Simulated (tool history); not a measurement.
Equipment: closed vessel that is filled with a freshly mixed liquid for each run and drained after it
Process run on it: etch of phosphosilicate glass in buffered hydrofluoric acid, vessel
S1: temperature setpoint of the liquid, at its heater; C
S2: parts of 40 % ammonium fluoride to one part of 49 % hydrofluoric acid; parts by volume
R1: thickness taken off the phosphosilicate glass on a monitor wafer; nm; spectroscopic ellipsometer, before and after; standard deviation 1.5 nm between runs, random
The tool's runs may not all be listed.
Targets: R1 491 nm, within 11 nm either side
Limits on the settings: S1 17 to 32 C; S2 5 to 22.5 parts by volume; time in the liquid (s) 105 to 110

Run 1, day 0: S1 25 C, S2 13.5 parts by volume, time in the liquid (s) 105. Result: R1 317.59 nm.
Run 2, day 0.242: S1 23.5 C, S2 13.5 parts by volume, time in the liquid (s) 105. Result: R1 293.81 nm.
Run 3, day 0.383: S1 24.5 C, S2 13.5 parts by volume, time in the liquid (s) 105. Result: R1 308.65 nm.
Run 4, day 0.454: S1 25.5 C, S2 13.5 parts by volume, time in the liquid (s) 105. Result: R1 328.06 nm.
Run 5, day 0.821: S1 26 C, S2 13.5 parts by volume, time in the liquid (s) 105. Result: R1 336.51 nm.
Run 6, day 1.129: S1 26 C, S2 15 parts by volume, time in the liquid (s) 105. Result: R1 304.17 nm.
Run 7, day 1.333: S1 30 C, S2 12 parts by volume, time in the liquid (s) 105. Result: R1 468.14 nm.
Run 8, day 1.546: S1 30.5 C, S2 12 parts by volume, time in the liquid (s) 105. Result: R1 478.44 nm.

Next run, 4 choices. One meets every target within its allowed miss, the rest don't. Which?
Run A, day 1.758: S1 32 C, S2 12.5 parts by volume, time in the liquid (s) 110. Result: R1 ?.
Run B, day 1.758: S1 29.5 C, S2 11 parts by volume, time in the liquid (s) 110. Result: R1 ?.
Run C, day 1.758: S1 28.5 C, S2 11 parts by volume, time in the liquid (s) 110. Result: R1 ?.
Run D, day 1.758: S1 30.5 C, S2 11.5 parts by volume, time in the liquid (s) 110. Result: R1 ?.

move      R1
   A  519.75
   B  516.65
   C  490.08
   D  521.41
A: takes the result that was furthest off past its target
B: takes the result that was furthest off past its target
C: every result lands within tolerance
D: takes the result that was furthest off past its target
Move C is the one to make.
